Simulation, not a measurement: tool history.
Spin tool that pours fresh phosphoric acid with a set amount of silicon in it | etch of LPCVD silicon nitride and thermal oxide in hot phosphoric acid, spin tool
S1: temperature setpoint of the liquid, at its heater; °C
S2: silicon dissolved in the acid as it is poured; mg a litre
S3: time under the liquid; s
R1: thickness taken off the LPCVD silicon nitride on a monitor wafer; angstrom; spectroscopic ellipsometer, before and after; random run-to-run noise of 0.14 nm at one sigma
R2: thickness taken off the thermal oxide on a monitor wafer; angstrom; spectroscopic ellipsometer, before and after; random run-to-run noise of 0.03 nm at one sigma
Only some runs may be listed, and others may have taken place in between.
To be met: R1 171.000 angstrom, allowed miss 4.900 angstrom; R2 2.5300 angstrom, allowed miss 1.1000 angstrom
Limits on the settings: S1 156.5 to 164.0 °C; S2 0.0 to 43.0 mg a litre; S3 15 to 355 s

run,hour,S1,S2,S3,R1,R2
1,0.0,159.0,19.0,180,144.740,2.9972
2,3.5,159.5,21.0,180,147.570,2.7422
3,12.4,160.0,22.0,180,147.620,3.1796
4,19.9,160.0,23.5,185,155.160,3.1711
5,22.6,160.0,23.5,105,87.351,2.0824
6,29.7,160.0,25.0,120,99.632,1.4923
7,36.1,160.5,26.0,130,108.710,2.2040
8,44.2,160.5,28.0,140,116.560,1.6188
9,46.9,161.0,28.5,145,123.410,2.4867
10,48.1,161.0,30.0,150,128.000,2.3281
11,50.8,161.0,31.5,155,132.600,2.3186
12,53.2,161.0,33.0,160,136.100,1.9637
# hour 58.9: dissolved silicon flow meter replaced
13,58.9,161.5,34.0,165,144.340,2.1193
14,60.9,162.0,34.5,165,145.120,1.8275
15,64.6,162.0,33.5,170,151.090,2.1924
16,65.2,163.0,33.5,175,160.660,2.2883

Exercise: of the 5 proposed moves below, exactly one satisfies all targets within the stated allowed misses. Which move is it?
A,65.8,164.0,3.5,170,?,?
B,65.8,163.5,43.0,160,?,?
C,65.8,162.5,32.0,165,?,?
D,65.8,164.0,33.0,180,?,?
E,65.8,160.0,2.0,195,?,?

move,R1,R2
A,161.960,5.6711
B,149.940,1.1992
C,149.590,2.2033
D,171.490,2.5651
E,162.630,4.9909
A: moves away from the targets compared with the last run
B: moves away from the targets compared with the last run
C: moves away from the targets compared with the last run
D: hits every target within its allowed miss
E: moves away from the targets compared with the last run
The move that meets every target is D.

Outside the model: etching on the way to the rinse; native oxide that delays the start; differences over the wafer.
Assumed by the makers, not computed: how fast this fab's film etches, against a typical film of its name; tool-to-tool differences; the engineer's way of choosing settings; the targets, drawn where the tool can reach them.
